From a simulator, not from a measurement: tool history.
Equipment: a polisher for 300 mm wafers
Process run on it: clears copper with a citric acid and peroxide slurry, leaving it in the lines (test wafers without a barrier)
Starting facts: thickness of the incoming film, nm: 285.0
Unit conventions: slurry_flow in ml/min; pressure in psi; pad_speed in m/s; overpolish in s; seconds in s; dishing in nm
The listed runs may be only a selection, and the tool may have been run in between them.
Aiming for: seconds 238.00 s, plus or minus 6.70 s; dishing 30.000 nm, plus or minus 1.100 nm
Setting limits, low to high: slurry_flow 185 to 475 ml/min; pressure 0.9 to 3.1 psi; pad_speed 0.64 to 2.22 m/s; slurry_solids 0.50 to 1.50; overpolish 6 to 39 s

| run | hour | slurry_flow | pressure | pad_speed | slurry_solids | overpolish | seconds | dishing |
|---|---|---|---|---|---|---|---|---|
| 1 | 0.0 | 305 | 2.0 | 1.42 | 1.00 | 20 | 143.14 | 28.159 |
| 2 | 1.8 | 305 | 2.0 | 1.42 | 1.00 | 24 | 142.00 | 32.607 |
| 3 | 10.6 | 305 | 2.0 | 1.42 | 0.80 | 24 | 148.88 | 31.806 |
| 4 | 17.0 | 305 | 2.0 | 1.42 | 0.90 | 24 | 148.07 | 33.405 |
| 5 | 18.9 | 305 | 2.0 | 1.42 | 0.90 | 29 | 147.86 | 38.250 |
| 6 | 22.2 | 305 | 2.0 | 1.42 | 1.00 | 29 | 143.62 | 39.277 |
| 7 | 27.2 | 295 | 1.7 | 1.42 | 0.95 | 31 | 171.66 | 35.050 |
| 8 | 35.3 | 280 | 1.5 | 1.42 | 0.90 | 33 | 195.47 | 33.174 |
| 9 | 36.9 | 265 | 1.4 | 1.42 | 0.90 | 34 | 210.84 | 31.556 |
| 10 | 44.1 | 245 | 1.4 | 1.42 | 0.90 | 35 | 205.94 | 32.548 |
| 11 | 50.8 | 240 | 1.3 | 1.42 | 0.90 | 36 | 225.53 | 30.782 |
| 12 | 58.4 | 230 | 1.3 | 1.42 | 0.90 | 36 | 226.55 | 30.836 |
| 13 | 65.2 | 230 | 1.3 | 1.42 | 0.90 | 36 | 225.59 | 31.138 |

Next run, 4 choices. One meets every target within its allowed miss, the rest don't. Which?
| A | 72.0 | 185 | 1.2 | 1.38 | 1.00 | 39 | ? | ? |
| B | 72.0 | 245 | 1.4 | 1.40 | 0.85 | 35 | ? | ? |
| C | 72.0 | 215 | 1.6 | 1.02 | 1.05 | 36 | ? | ? |
| D | 72.0 | 300 | 1.2 | 1.28 | 1.00 | 39 | ? | ? |

| move | seconds | dishing |
|---|---|---|
| A | 249.72 | 30.521 |
| B | 213.67 | 32.127 |
| C | 239.06 | 30.157 |
| D | 255.13 | 29.980 |
A: moves the result that the last run missed by most past its target, out the other side
B: lands further from the targets than the last run did
C: every result lands within tolerance
D: moves the result that the last run missed by most past its target, out the other side
The right move is C.

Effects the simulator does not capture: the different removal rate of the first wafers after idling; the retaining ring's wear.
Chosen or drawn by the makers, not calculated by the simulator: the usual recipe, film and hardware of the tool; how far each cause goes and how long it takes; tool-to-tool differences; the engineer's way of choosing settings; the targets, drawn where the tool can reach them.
